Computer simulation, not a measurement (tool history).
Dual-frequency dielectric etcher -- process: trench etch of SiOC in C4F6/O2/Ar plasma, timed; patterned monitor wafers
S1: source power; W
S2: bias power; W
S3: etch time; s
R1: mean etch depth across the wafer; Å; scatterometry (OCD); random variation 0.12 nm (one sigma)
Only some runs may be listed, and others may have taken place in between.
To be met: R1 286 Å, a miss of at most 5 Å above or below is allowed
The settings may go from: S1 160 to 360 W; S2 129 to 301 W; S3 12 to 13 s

run 1 day=0 | S1=260 S2=215 S3=13 | R1=242.95
run 2 day=0.192 | S1=280 S2=215 S3=13 | R1=248.2
run 3 day=0.367 | S1=300 S2=227 S3=13 | R1=260.03
run 4 day=0.546 | S1=300 S2=227 S3=12 | R1=241.69
run 5 day=0.867 | S1=300 S2=227 S3=12 | R1=241.27
run 6 day=1.071 | S1=310 S2=250 S3=12 | R1=255.57
run 7 day=1.404 | S1=320 S2=263 S3=12 | R1=263.95
run 8 day=1.688 | S1=330 S2=271 S3=12 | R1=272.52
run 9 day=1.788 | S1=340 S2=274 S3=12 | R1=275.53

4 candidate next runs follow, results not yet known. Just one meets every target within its allowed miss. Identify it.
run A day=1.888 | S1=360 S2=283 S3=12 | R1=?
run B day=1.888 | S1=360 S2=285 S3=12.5 | R1=?
run C day=1.888 | S1=340 S2=297 S3=12.5 | R1=?
run D day=1.888 | S1=350 S2=267 S3=13 | R1=?

move=A R1=284.55
move=B R1=297.38
move=C R1=297.13
move=D R1=297.04
A: every result within its allowed miss
B: takes the biggest miss from the last run beyond its target
C: takes the biggest miss from the last run beyond its target
D: takes the biggest miss from the last run beyond its target
The right move is A.

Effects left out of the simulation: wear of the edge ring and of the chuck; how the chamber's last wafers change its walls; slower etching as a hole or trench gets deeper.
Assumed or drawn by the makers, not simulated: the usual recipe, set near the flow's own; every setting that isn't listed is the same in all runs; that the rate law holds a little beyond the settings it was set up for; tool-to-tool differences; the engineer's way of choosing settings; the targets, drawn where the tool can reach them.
